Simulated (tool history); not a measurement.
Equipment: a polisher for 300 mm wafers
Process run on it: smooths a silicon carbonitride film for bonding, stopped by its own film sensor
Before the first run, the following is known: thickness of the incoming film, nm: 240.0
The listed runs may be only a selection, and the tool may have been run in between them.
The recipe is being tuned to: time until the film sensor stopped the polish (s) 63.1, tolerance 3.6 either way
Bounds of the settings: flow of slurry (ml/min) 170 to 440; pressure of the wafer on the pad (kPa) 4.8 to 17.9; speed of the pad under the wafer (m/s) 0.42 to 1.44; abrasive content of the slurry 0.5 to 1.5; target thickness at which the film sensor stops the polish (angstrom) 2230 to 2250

run	day	flow of slurry (ml/min)	pressure of the wafer on the pad (kPa)	speed of the pad under the wafer (m/s)	abrasive content of the slurry	target thickness at which the film sensor stops the polish (angstrom)	time until the film sensor stopped the polish (s)
1	0	280	11	0.92	1	2230	106.74
2	0.042	280	13.1	0.92	1	2230	87.482
3	0.221	280	13.8	0.92	1	2230	84.539
4	0.375	280	14.5	0.92	1	2230	82.092
5	0.475	280	15.2	0.92	1	2230	76.56
6	0.838	280	15.9	0.92	1	2230	73.283
7	0.925	280	16.5	0.92	1	2230	70.65
8	1.167	280	17.2	0.94	1	2230	66.122

Exactly one of the 5 candidate moves below puts every result within its allowed miss. Which one?
A	1.408	305	17.2	0.82	1	2230	?
B	1.408	220	17.2	0.86	1.15	2230	?
C	1.408	320	17.2	0.88	0.95	2230	?
D	1.408	325	17.9	0.76	1	2250	?
E	1.408	270	16.5	0.86	1	2240	?

move	time until the film sensor stopped the polish (s)
A	72.369
B	69.915
C	69.73
D	64.304
E	69.62
A: the biggest miss grows against the last run
B: the biggest miss grows against the last run
C: the biggest miss grows against the last run
D: in spec on every target
E: the biggest miss grows against the last run
Correct choice: D, which meets every target

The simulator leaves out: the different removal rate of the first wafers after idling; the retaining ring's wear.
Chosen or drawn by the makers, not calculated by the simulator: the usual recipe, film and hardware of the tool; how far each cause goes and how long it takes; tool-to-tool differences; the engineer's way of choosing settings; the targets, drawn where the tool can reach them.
